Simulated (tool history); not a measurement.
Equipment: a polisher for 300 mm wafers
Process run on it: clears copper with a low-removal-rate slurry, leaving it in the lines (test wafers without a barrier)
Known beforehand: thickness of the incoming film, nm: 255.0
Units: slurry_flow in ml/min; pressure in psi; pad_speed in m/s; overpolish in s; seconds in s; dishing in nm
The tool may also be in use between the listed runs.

run  hour  slurry_flow  pressure  pad_speed  slurry_solids  overpolish  seconds  dishing
  1     0          290         3       0.98              1          18    103.2   18.668
  2   1.5          290       2.6       0.98              1          18   114.86   17.566
  3   6.2          290       3.1       0.98              1          18   103.09   19.026
  4  14.7          290       3.1       0.82              1          18   119.78   17.982
  5  21.8          290       3.4       0.82              1          18    112.4   17.624
  6  24.2          290       3.4       0.82              1          17   111.21   16.868

Run 7 comes next. What will it give?
  7  27.4          290       3.4       0.82              1          16        ?        ?

Run 7 came out at seconds 110.69 s, dishing 17.038 nm.
